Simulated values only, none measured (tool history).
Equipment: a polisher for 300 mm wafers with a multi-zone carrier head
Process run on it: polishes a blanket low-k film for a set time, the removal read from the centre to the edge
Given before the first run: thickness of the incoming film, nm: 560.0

run,hour,flow of slurry (ml/min),pressure of the head's centre zone,pressure of the head's middle zone,pressure of the head's edge zone,abrasive content of the slurry,polishing time (s),film removed at the wafer's centre (nm),film removed at mid-radius (nm),film removed at the wafer's edge (nm)
1,0,300,1,1,1,1,46,19.672,20.324,19.506
2,7.1,310,1.04,1.01,1.02,1.05,46,21.036,21.283,20.826
3,8.2,320,1.07,1.02,1,1.1,46,22.184,21.524,20.984
4,14.8,325,1.1,1.04,1,1.15,46,23.612,22.617,21.578
5,19.6,330,1.12,1.05,1.01,1.15,46,23.958,23.556,21.445
6,25.8,335,1.14,1.04,1.02,1.2,46,25.059,23.277,22.059

Estimate the outcome of run 7 from the log above:
7,31.2,340,1.15,1.04,1.03,1.2,46,?,?,?

Run 7 yielded film removed at the wafer's centre (nm) 25.176, film removed at mid-radius (nm) 23.775, film removed at the wafer's edge (nm) 22.221.

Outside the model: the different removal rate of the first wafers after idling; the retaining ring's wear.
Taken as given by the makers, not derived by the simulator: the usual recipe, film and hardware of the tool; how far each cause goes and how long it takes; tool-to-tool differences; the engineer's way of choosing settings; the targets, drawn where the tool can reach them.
